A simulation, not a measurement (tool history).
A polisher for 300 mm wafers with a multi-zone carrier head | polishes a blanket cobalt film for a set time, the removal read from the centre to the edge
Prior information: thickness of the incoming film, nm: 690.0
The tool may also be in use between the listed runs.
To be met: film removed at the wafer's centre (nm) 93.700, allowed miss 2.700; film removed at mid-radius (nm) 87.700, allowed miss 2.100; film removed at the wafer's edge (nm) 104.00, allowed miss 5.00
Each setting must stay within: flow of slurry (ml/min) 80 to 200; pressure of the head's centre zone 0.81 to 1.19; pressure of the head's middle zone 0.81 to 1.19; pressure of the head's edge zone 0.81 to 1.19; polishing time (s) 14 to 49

run	hour	flow of slurry (ml/min)	pressure of the head's centre zone	pressure of the head's middle zone	pressure of the head's edge zone	polishing time (s)	film removed at the wafer's centre (nm)	film removed at mid-radius (nm)	film removed at the wafer's edge (nm)
1	0.0	130	1.00	1.00	1.00	31	152.470	148.930	144.06
2	8.4	130	1.00	1.00	1.00	37	182.300	176.790	169.57
3	9.3	120	0.98	0.96	1.00	33	156.300	153.450	152.34
4	12.2	115	0.98	0.93	1.02	29	136.140	129.390	133.83
5	13.8	105	0.98	0.93	1.02	29	131.810	126.050	131.43
6	18.3	105	0.98	0.93	1.07	29	131.810	126.470	132.38
7	23.6	100	0.97	0.90	1.08	27	119.300	113.420	123.98
8	24.2	100	0.96	0.88	1.09	26	112.390	107.050	120.20
9	31.9	100	0.96	0.88	1.09	26	112.650	106.500	119.90
10	34.5	100	0.95	0.87	1.09	25	107.210	102.140	117.14
11	43.2	95	0.95	0.86	1.08	24	101.950	94.324	109.06
12	44.7	90	0.94	0.85	1.07	24	97.035	93.882	106.08
13	52.0	90	0.94	0.84	1.08	24	99.241	92.723	111.39
14	55.5	90	0.94	0.84	1.06	24	98.231	92.512	106.05
15	56.5	90	0.94	0.83	1.06	24	97.975	91.755	107.42

Which of these 5 next moves meets every target?
A	57.5	85	0.86	0.84	1.09	26	?	?	?
B	57.5	100	1.01	0.81	1.10	22	?	?	?
C	57.5	80	0.91	0.88	1.11	25	?	?	?
D	57.5	85	0.95	0.86	1.00	25	?	?	?
E	57.5	95	0.92	0.81	1.07	23	?	?	?

move	film removed at the wafer's centre (nm)	film removed at mid-radius (nm)	film removed at the wafer's edge (nm)
A	94.597	96.763	114.39
B	100.660	84.826	101.06
C	93.569	93.351	109.21
D	100.570	94.345	105.39
E	93.916	87.224	103.01
A: the biggest miss grows against the last run
B: carries the result that was furthest off beyond its target, to the other side
C: the biggest miss grows against the last run
D: the biggest miss grows against the last run
E: every result lands within tolerance
Go with E: it meets all targets.

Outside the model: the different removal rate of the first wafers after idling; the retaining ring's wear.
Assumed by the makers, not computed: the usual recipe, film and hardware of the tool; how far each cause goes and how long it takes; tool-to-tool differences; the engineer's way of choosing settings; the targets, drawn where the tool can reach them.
